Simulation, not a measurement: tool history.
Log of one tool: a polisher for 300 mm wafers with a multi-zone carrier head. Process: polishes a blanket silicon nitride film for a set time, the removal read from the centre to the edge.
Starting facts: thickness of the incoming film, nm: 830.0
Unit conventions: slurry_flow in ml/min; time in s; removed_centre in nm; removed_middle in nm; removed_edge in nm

run,hour,slurry_flow,centre_zone,middle_zone,edge_zone,time,removed_centre,removed_middle,removed_edge
1,0.0,190,1.00,1.00,1.00,70,199.75,198.85,206.29
2,5.7,190,0.95,1.00,1.00,70,189.43,195.98,208.26
3,14.3,190,0.95,1.00,1.00,62,171.69,177.44,182.27
4,23.2,190,0.95,1.00,1.00,79,217.05,227.91,238.17
5,28.1,170,0.95,1.00,1.00,79,211.39,220.17,232.41
6,31.4,170,1.00,1.00,1.00,79,220.13,222.32,234.01
7,32.1,195,1.01,1.05,1.04,81,235.97,242.54,248.81

Run 8, settings as shown, results not yet in. Your forecast:
8,34.2,215,1.00,1.09,1.06,83,?,?,?

removed_centre: 242.10 nm
removed_middle: 261.36 nm
removed_edge: 257.86 nm
